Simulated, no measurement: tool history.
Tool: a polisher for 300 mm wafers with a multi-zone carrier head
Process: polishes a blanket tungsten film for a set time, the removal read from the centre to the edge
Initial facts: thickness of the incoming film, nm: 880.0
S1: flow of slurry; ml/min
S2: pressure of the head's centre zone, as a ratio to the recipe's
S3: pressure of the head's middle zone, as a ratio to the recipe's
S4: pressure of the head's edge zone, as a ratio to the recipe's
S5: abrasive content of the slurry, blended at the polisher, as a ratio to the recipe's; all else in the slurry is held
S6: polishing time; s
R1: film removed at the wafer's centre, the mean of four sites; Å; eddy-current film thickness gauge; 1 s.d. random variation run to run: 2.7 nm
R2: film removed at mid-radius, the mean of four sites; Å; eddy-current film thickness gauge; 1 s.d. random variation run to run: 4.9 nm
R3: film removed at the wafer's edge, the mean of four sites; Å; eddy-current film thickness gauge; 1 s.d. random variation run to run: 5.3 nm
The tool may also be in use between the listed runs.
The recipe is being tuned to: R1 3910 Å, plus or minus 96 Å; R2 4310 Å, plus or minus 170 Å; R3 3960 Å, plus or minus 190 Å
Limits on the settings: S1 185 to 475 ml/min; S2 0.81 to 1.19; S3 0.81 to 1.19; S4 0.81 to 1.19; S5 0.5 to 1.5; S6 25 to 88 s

{"run": 1, "hour": 0.0, "S1": 305, "S2": 1, "S3": 1, "S4": 1, "S5": 1, "S6": 56, "R1": 3140.6, "R2": 3225.9, "R3": 3138.7}
{"run": 2, "hour": 0.6, "S1": 305, "S2": 1, "S3": 1, "S4": 1, "S5": 1.15, "S6": 56, "R1": 3263.5, "R2": 3378, "R3": 3275.1}
{"run": 3, "hour": 9.0, "S1": 305, "S2": 1, "S3": 1.03, "S4": 1, "S5": 1.15, "S6": 56, "R1": 3262.5, "R2": 3450.6, "R3": 3260.5}
{"run": 4, "hour": 14.3, "S1": 310, "S2": 1.01, "S3": 1.04, "S4": 1.02, "S5": 1.2, "S6": 56, "R1": 3326, "R2": 3436.6, "R3": 3359.6}
{"run": 5, "hour": 17.4, "S1": 310, "S2": 1.01, "S3": 1.04, "S4": 1.02, "S5": 1.2, "S6": 49, "R1": 2893.2, "R2": 3040.2, "R3": 2898}
{"run": 6, "hour": 22.1, "S1": 310, "S2": 1.01, "S3": 1.04, "S4": 1.05, "S5": 1.2, "S6": 49, "R1": 2900.3, "R2": 3086.7, "R3": 2981}
{"run": 7, "hour": 29.6, "S1": 310, "S2": 1.02, "S3": 1.06, "S4": 1.05, "S5": 1.25, "S6": 50, "R1": 3012.3, "R2": 3133, "R3": 3039.9}
{"run": 8, "hour": 32.6, "S1": 315, "S2": 1.02, "S3": 1.07, "S4": 1.05, "S5": 1.3, "S6": 52, "R1": 3173.8, "R2": 3354.7, "R3": 3093.9}
{"run": 9, "hour": 34.9, "S1": 315, "S2": 1.02, "S3": 1.07, "S4": 1.05, "S5": 1.3, "S6": 52, "R1": 3175.1, "R2": 3342.9, "R3": 3218.3}

Of the 4 settings listed for the next run, only one would bring every result within its allowed miss of target. Which one?
{"run": "A", "hour": 37.2, "S1": 350, "S2": 1.06, "S3": 1.16, "S4": 1.04, "S5": 1.15, "S6": 59, "R1": "?", "R2": "?", "R3": "?"}
{"run": "B", "hour": 37.2, "S1": 385, "S2": 1.12, "S3": 1.18, "S4": 0.91, "S5": 1.15, "S6": 66, "R1": "?", "R2": "?", "R3": "?"}
{"run": "C", "hour": 37.2, "S1": 415, "S2": 1.02, "S3": 1.19, "S4": 0.98, "S5": 1.35, "S6": 59, "R1": "?", "R2": "?", "R3": "?"}
{"run": "D", "hour": 37.2, "S1": 255, "S2": 0.98, "S3": 1.07, "S4": 0.96, "S5": 1.35, "S6": 68, "R1": "?", "R2": "?", "R3": "?"}

move=A R1=3604.2 R2=3972.8 R3=3566.9
move=B R1=4269.4 R2=4543.7 R3=3766.6
move=C R1=3631.9 R2=4222.6 R3=3592.7
move=D R1=3830.7 R2=4250.4 R3=3957.5
A: closes in on the targets versus the last run, not all within tolerance yet
B: carries the result that was furthest off beyond its target, to the other side
C: closes in on the targets versus the last run, not all within tolerance yet
D: all results land within tolerance of their targets
Move D is the one to make.
